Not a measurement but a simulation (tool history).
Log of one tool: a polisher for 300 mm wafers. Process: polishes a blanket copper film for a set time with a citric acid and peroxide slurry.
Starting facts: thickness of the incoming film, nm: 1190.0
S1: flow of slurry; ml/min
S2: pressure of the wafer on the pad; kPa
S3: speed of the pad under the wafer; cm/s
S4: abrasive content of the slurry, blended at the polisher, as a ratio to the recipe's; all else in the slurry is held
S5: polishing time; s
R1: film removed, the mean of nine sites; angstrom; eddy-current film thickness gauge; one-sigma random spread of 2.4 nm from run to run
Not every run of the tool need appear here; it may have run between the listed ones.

{"run": 1, "day": 0.0, "S1": 315, "S2": 18.6, "S3": 118, "S4": 1, "S5": 88, "R1": 2086.6}
{"run": 2, "day": 0.208, "S1": 315, "S2": 19.3, "S3": 118, "S4": 1, "S5": 88, "R1": 2120.3}
{"run": 3, "day": 0.442, "S1": 315, "S2": 20, "S3": 118, "S4": 1, "S5": 88, "R1": 2227.4}
{"run": 4, "day": 0.788, "S1": 375, "S2": 20, "S3": 118, "S4": 1, "S5": 88, "R1": 2241.9}
{"run": 5, "day": 0.938, "S1": 375, "S2": 20.7, "S3": 118, "S4": 1, "S5": 88, "R1": 2329.5}
{"run": 6, "day": 1.05, "S1": 375, "S2": 21.4, "S3": 118, "S4": 1, "S5": 88, "R1": 2403.7}

Estimate the outcome of run 7 from the log above:
{"run": 7, "day": 1.279, "S1": 375, "S2": 22.1, "S3": 118, "S4": 1, "S5": 88, "R1": "?"}

For run 7 the tool returned R1 2482.3 angstrom.
